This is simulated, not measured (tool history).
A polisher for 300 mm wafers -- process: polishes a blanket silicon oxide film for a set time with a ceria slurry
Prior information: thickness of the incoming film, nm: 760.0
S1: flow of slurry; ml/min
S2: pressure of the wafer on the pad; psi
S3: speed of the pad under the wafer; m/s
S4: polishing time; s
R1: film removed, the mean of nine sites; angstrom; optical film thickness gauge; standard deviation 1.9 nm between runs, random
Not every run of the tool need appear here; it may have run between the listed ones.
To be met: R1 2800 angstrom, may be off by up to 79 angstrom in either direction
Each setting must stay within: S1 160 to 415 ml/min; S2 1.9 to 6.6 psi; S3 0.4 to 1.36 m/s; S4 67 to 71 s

Run 1, day 0: S1 265 ml/min, S2 4.2 psi, S3 0.88 m/s, S4 67 s. Result: R1 3885.7 angstrom.
Run 2, day 0.175: S1 295 ml/min, S2 4.2 psi, S3 0.88 m/s, S4 67 s. Result: R1 3915 angstrom.
Run 3, day 0.238: S1 295 ml/min, S2 4.2 psi, S3 1 m/s, S4 67 s. Result: R1 4287.3 angstrom.
Run 4, day 0.45: S1 295 ml/min, S2 3.7 psi, S3 1 m/s, S4 67 s. Result: R1 3813.7 angstrom.
Run 5, day 0.746: S1 295 ml/min, S2 3.7 psi, S3 1.16 m/s, S4 67 s. Result: R1 4237.1 angstrom.
Run 6, day 1.008: S1 295 ml/min, S2 3.7 psi, S3 1.24 m/s, S4 67 s. Result: R1 4405.5 angstrom.
Run 7, day 1.058: S1 280 ml/min, S2 2.5 psi, S3 1.22 m/s, S4 67 s. Result: R1 3076.8 angstrom.
Run 8, day 1.267: S1 280 ml/min, S2 2.5 psi, S3 1.22 m/s, S4 67 s. Result: R1 3063.6 angstrom.
Run 9, day 1.304: S1 275 ml/min, S2 2.5 psi, S3 1.22 m/s, S4 67 s. Result: R1 3038.2 angstrom.
Run 10, day 1.554: S1 265 ml/min, S2 2.5 psi, S3 1.22 m/s, S4 67 s. Result: R1 3010.5 angstrom.
Run 11, day 1.775: S1 240 ml/min, S2 2.2 psi, S3 1.22 m/s, S4 67 s. Result: R1 2676.9 angstrom.
Run 12, day 1.862: S1 245 ml/min, S2 2.2 psi, S3 1.22 m/s, S4 67 s. Result: R1 2669.6 angstrom.
Run 13, day 1.988: S1 250 ml/min, S2 2.2 psi, S3 1.22 m/s, S4 67 s. Result: R1 2686.8 angstrom.
Run 14, day 2.15: S1 255 ml/min, S2 2.2 psi, S3 1.22 m/s, S4 67 s. Result: R1 2662.4 angstrom.
Run 15, day 2.254: S1 260 ml/min, S2 2.2 psi, S3 1.22 m/s, S4 67 s. Result: R1 2689.3 angstrom.
Run 16, day 2.296: S1 265 ml/min, S2 2.2 psi, S3 1.22 m/s, S4 67 s. Result: R1 2706.1 angstrom.
Run 17, day 2.562: S1 270 ml/min, S2 2.2 psi, S3 1.22 m/s, S4 67 s. Result: R1 2703 angstrom.
Run 18, day 2.658: S1 275 ml/min, S2 2.4 psi, S3 1.22 m/s, S4 67 s. Result: R1 2971.8 angstrom.
Run 19, day 2.733: S1 270 ml/min, S2 2.4 psi, S3 1.22 m/s, S4 67 s. Result: R1 2925.1 angstrom.
Run 20, day 2.804: S1 265 ml/min, S2 2.4 psi, S3 1.22 m/s, S4 67 s. Result: R1 2947.4 angstrom.
Run 21, day 2.988: S1 260 ml/min, S2 2.4 psi, S3 1.22 m/s, S4 67 s. Result: R1 2907.3 angstrom.
Run 22, day 3.262: S1 255 ml/min, S2 2.4 psi, S3 1.22 m/s, S4 67 s. Result: R1 2911.3 angstrom.

Which of these 5 next moves meets every target?
Run A, day 3.538: S1 235 ml/min, S2 2.4 psi, S3 1.14 m/s, S4 68 s. Result: R1 ?.
Run B, day 3.538: S1 250 ml/min, S2 2.6 psi, S3 1.22 m/s, S4 67 s. Result: R1 ?.
Run C, day 3.538: S1 270 ml/min, S2 2.3 psi, S3 1.26 m/s, S4 71 s. Result: R1 ?.
Run D, day 3.538: S1 245 ml/min, S2 2.5 psi, S3 1.12 m/s, S4 69 s. Result: R1 ?.
Run E, day 3.538: S1 230 ml/min, S2 2.2 psi, S3 1.36 m/s, S4 70 s. Result: R1 ?.

move      R1
   A  2780.8
   B  3116.4
   C  3057.1
   D  2904.9
   E  3008.9
A: every result lands within tolerance
B: the biggest miss grows against the last run
C: the biggest miss grows against the last run
D: closer than the last run, but not yet in spec
E: the biggest miss grows against the last run
Go with A: it meets all targets.
